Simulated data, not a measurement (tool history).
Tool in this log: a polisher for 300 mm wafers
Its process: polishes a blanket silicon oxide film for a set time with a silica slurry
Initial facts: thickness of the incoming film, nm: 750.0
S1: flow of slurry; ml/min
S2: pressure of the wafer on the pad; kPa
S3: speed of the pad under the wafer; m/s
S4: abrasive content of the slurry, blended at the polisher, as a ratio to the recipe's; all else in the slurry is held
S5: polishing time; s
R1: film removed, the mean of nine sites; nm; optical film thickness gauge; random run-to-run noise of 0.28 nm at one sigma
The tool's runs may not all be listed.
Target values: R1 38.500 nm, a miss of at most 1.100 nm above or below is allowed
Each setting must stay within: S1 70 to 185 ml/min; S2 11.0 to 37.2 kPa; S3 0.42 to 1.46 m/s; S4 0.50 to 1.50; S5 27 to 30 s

{"run": 1, "hour": 0.0, "S1": 120, "S2": 24.1, "S3": 0.94, "S4": 1.0, "S5": 30, "R1": 58.009}
{"run": 2, "hour": 2.2, "S1": 115, "S2": 23.4, "S3": 0.94, "S4": 1.0, "S5": 30, "R1": 56.667}
{"run": 3, "hour": 10.2, "S1": 115, "S2": 26.2, "S3": 0.94, "S4": 1.0, "S5": 30, "R1": 61.717}
{"run": 4, "hour": 11.8, "S1": 90, "S2": 26.2, "S3": 0.94, "S4": 1.0, "S5": 30, "R1": 59.47}
{"hour": 12.5, "done": "slurry nozzle cleaned"}
{"run": 5, "hour": 12.5, "S1": 90, "S2": 26.2, "S3": 1.06, "S4": 1.0, "S5": 30, "R1": 70.327}
{"run": 6, "hour": 15.4, "S1": 70, "S2": 26.2, "S3": 1.06, "S4": 1.0, "S5": 30, "R1": 68.012}
{"run": 7, "hour": 16.9, "S1": 70, "S2": 19.3, "S3": 1.04, "S4": 1.0, "S5": 30, "R1": 52.512}
{"run": 8, "hour": 25.2, "S1": 70, "S2": 18.6, "S3": 1.04, "S4": 1.0, "S5": 30, "R1": 51.302}
{"run": 9, "hour": 30.6, "S1": 70, "S2": 17.9, "S3": 1.04, "S4": 1.0, "S5": 30, "R1": 49.631}
{"run": 10, "hour": 33.4, "S1": 70, "S2": 17.2, "S3": 1.04, "S4": 1.0, "S5": 30, "R1": 47.95}
{"run": 11, "hour": 39.3, "S1": 70, "S2": 16.5, "S3": 1.04, "S4": 1.0, "S5": 30, "R1": 46.988}
{"run": 12, "hour": 48.1, "S1": 70, "S2": 15.9, "S3": 1.04, "S4": 1.0, "S5": 30, "R1": 45.05}
{"run": 13, "hour": 52.2, "S1": 70, "S2": 15.2, "S3": 1.04, "S4": 1.0, "S5": 30, "R1": 44.385}
{"run": 14, "hour": 53.0, "S1": 70, "S2": 14.5, "S3": 1.04, "S4": 1.0, "S5": 30, "R1": 42.897}
{"run": 15, "hour": 60.7, "S1": 70, "S2": 13.1, "S3": 1.04, "S4": 1.0, "S5": 30, "R1": 39.697}

Below are 5 possible settings for the next run. Only one of them brings all results inside the allowed miss of their targets. Which is it?
{"run": "A", "hour": 68.4, "S1": 70, "S2": 16.5, "S3": 0.94, "S4": 0.9, "S5": 27, "R1": "?"}
{"run": "B", "hour": 68.4, "S1": 70, "S2": 15.9, "S3": 1.16, "S4": 0.75, "S5": 28, "R1": "?"}
{"run": "C", "hour": 68.4, "S1": 70, "S2": 20.0, "S3": 1.08, "S4": 0.7, "S5": 27, "R1": "?"}
{"run": "D", "hour": 68.4, "S1": 70, "S2": 16.5, "S3": 1.04, "S4": 1.0, "S5": 27, "R1": "?"}
{"run": "E", "hour": 68.4, "S1": 70, "S2": 12.4, "S3": 1.0, "S4": 1.1, "S5": 27, "R1": "?"}

move=A R1=36.807
move=B R1=39.042
move=C R1=40.266
move=D R1=42.329
move=E R1=35.219
A: takes the biggest miss from the last run beyond its target
B: meets every target
C: lands further from the targets than the last run did
D: lands further from the targets than the last run did
E: takes the biggest miss from the last run beyond its target
Answer: B

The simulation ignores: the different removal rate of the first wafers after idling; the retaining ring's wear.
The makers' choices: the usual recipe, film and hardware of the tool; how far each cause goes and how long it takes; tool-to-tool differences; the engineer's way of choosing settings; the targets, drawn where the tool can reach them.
